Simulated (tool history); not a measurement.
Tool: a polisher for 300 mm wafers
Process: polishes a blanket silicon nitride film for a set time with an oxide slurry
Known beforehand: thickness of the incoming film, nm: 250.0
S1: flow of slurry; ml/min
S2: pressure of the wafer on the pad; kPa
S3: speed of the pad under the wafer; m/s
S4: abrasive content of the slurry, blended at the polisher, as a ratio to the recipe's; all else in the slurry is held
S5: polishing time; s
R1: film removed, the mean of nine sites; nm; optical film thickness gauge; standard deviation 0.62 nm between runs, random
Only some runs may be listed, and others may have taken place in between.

run	day	S1	S2	S3	S4	S5	R1
1	0.000	300	25.5	1.08	1.0	49	29.632
2	0.058	300	25.5	0.84	1.0	49	24.637
3	0.346	300	29.0	0.88	1.0	49	29.194
4	0.438	300	29.0	0.88	1.2	49	32.231
5	0.575	300	31.0	0.88	1.2	49	34.035
6	0.896	300	31.0	0.88	1.1	49	32.205
7	1.254	300	33.1	0.92	1.1	49	36.421
8	1.438	300	34.5	0.92	1.1	49	36.692

Estimate the outcome of run 9 from the log above:
9	1.496	300	35.9	0.96	1.1	49	?

{"run 9": {"R1": 39.908}}
